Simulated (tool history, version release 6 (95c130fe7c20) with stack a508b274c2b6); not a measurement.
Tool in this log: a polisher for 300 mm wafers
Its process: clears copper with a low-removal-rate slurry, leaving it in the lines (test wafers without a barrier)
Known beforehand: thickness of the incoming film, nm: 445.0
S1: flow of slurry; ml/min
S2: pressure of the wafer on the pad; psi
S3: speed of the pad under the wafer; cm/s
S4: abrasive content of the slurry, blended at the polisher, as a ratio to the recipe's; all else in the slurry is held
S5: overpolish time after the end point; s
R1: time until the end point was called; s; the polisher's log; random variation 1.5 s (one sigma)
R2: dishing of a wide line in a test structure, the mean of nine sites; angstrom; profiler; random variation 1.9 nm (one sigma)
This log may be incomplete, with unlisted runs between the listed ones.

run,hour,S1,S2,S3,S4,S5,R1,R2
1,0.0,170,2.2,134,1.0,18,141.320,380.25
2,2.7,150,2.2,134,1.0,18,142.890,390.02
3,10.4,150,2.6,134,1.0,18,119.620,430.06
4,19.1,150,2.7,138,1.0,20,113.650,511.73
5,21.2,150,2.9,140,1.0,21,104.570,545.94
6,28.9,150,2.5,140,1.0,21,119.200,517.93
7,36.5,150,2.6,144,1.0,22,112.810,525.68

Run 8, settings as shown, results not yet in. Your forecast:
8,44.3,155,3.2,152,1.0,31,?,?

R1: 87.315 s
R2: 839.26 angstrom

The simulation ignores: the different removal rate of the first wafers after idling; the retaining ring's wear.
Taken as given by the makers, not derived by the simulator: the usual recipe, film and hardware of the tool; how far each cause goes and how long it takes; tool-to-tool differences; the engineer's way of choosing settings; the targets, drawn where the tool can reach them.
